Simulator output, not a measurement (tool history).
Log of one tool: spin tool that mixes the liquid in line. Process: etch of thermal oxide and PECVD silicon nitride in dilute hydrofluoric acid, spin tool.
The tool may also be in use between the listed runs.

run,hour,temperature setpoint of the liquid (C),parts of water to one part of 49 % hydrofluoric acid (parts by volume),time under the liquid (s),thickness taken off the thermal oxide on a monitor wafer (nm),thickness taken off the PECVD silicon nitride on a monitor wafer (nm)
1,0,22,105,180,7.9053,9.8582
2,4.3,22,105,125,5.4735,6.8102
3,11.8,24,105,125,5.9328,7.706
4,12.5,22,105,125,5.4829,6.8296
5,18.2,24,105,125,5.8652,7.8149
6,21.9,24,135,125,4.4141,6.0671
7,29.5,23.5,130,125,4.5061,6.0315
8,33.3,23,125,125,4.6563,6.1131

Run 9 comes next. What will it give?
9,38.7,22.5,120,125,?,?

Run 9 gave thickness taken off the thermal oxide on a monitor wafer (nm) 4.7753, thickness taken off the PECVD silicon nitride on a monitor wafer (nm) 6.2146.
